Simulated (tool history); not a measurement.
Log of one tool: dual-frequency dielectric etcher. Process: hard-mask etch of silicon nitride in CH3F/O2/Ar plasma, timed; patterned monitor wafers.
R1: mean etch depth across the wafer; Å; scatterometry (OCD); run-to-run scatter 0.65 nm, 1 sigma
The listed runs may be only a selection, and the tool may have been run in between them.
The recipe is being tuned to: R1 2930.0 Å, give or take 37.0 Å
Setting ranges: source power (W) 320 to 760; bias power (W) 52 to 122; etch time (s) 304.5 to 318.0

Run 1, hour 0.0: source power (W) 540, bias power (W) 87, etch time (s) 304.5. Result: R1 2513.3 Å.
Run 2, hour 3.7: source power (W) 540, bias power (W) 79, etch time (s) 304.5. Result: R1 2404.9 Å.
Run 3, hour 10.0: source power (W) 540, bias power (W) 79, etch time (s) 304.5. Result: R1 2396.7 Å.
Run 4, hour 11.6: source power (W) 560, bias power (W) 80, etch time (s) 304.5. Result: R1 2454.6 Å.
Run 5, hour 13.7: source power (W) 580, bias power (W) 81, etch time (s) 304.5. Result: R1 2492.0 Å.
Run 6, hour 18.7: source power (W) 650, bias power (W) 81, etch time (s) 304.5. Result: R1 2626.6 Å.
At hour 24.1: source power generator calibrated.
Run 7, hour 24.1: source power (W) 660, bias power (W) 82, etch time (s) 304.5. Result: R1 2612.1 Å.
Run 8, hour 28.3: source power (W) 670, bias power (W) 84, etch time (s) 304.5. Result: R1 2654.8 Å.

Which single option among these 4 for the next run brings every result within its allowed miss of target? Just one does.
Run A, hour 32.5: source power (W) 680, bias power (W) 103, etch time (s) 315.5. Result: R1 ?.
Run B, hour 32.5: source power (W) 560, bias power (W) 101, etch time (s) 310.5. Result: R1 ?.
Run C, hour 32.5: source power (W) 670, bias power (W) 106, etch time (s) 315.5. Result: R1 ?.
Run D, hour 32.5: source power (W) 710, bias power (W) 89, etch time (s) 318.0. Result: R1 ?.

move      R1
   A  3021.4
   B  2729.1
   C  3041.6
   D  2907.6
A: takes the biggest miss from the last run beyond its target
B: an improvement on the last run, though not all results are within tolerance
C: takes the biggest miss from the last run beyond its target
D: all results in spec
Correct choice: D, which meets every target
